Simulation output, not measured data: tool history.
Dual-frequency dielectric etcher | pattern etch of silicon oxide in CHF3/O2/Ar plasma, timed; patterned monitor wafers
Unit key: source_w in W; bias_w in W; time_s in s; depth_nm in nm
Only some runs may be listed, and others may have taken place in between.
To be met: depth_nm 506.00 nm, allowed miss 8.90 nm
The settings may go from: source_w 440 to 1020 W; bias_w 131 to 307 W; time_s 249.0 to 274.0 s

run 1 day=0.000 | source_w=730 bias_w=219 time_s=274.0 | depth_nm=620.82
run 2 day=0.325 | source_w=650 bias_w=205 time_s=272.5 | depth_nm=567.93
run 3 day=0.429 | source_w=600 bias_w=203 time_s=272.5 | depth_nm=535.96
run 4 day=0.608 | source_w=600 bias_w=241 time_s=272.5 | depth_nm=554.91
run 5 day=0.738 | source_w=570 bias_w=240 time_s=272.5 | depth_nm=537.58
run 6 day=0.900 | source_w=570 bias_w=274 time_s=272.5 | depth_nm=553.98
run 7 day=1.158 | source_w=540 bias_w=273 time_s=272.5 | depth_nm=530.81
run 8 day=1.267 | source_w=520 bias_w=272 time_s=272.5 | depth_nm=516.35

Pick the move, out of 4, that brings all results within their allowed miss; only one does.
run A day=1.375 | source_w=500 bias_w=272 time_s=263.0 | depth_nm=?
run B day=1.375 | source_w=570 bias_w=270 time_s=249.0 | depth_nm=?
run C day=1.375 | source_w=590 bias_w=245 time_s=258.5 | depth_nm=?
run D day=1.375 | source_w=530 bias_w=307 time_s=272.5 | depth_nm=?

move=A depth_nm=483.85
move=B depth_nm=503.95
move=C depth_nm=523.45
move=D depth_nm=540.65
A: takes the result that was furthest off past its target
B: each result inside its tolerance
C: lands further from the targets than the last run did
D: lands further from the targets than the last run did
Go with B: it meets all targets.
